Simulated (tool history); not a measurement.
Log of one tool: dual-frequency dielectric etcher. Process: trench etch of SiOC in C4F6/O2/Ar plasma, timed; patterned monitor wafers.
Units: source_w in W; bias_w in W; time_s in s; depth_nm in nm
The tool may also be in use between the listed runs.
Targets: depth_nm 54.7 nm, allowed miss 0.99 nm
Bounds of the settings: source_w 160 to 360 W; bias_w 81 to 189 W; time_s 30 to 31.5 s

run	hour	source_w	bias_w	time_s	depth_nm
1	0	260	135	30	48.93
2	5.1	260	158	30	50.853
3	12.3	220	158	30	47.12
4	13.1	200	158	30	45.067
5	14.1	230	158	30	48.023
6	16.6	230	147	30	46.765
7	21.7	250	148	30	49.626
8	24.3	260	149	30	50.136
9	30.7	270	150	30	50.804
10	35.5	280	151	30	52.142
11	43.4	290	152	30	53.232

5 next moves are on the table. One of them brings every result within its allowed miss. Which?
A	51.3	310	156	31	?
B	51.3	280	142	30	?
C	51.3	310	147	30.5	?
D	51.3	280	124	31.5	?
E	51.3	280	150	30	?

move	depth_nm
A	57.151
B	51.386
C	55.272
D	51.939
E	52.205
A: takes the result that was furthest off past its target
B: further off than the last run
C: meets every target
D: further off than the last run
E: further off than the last run
Move C is the one to make.
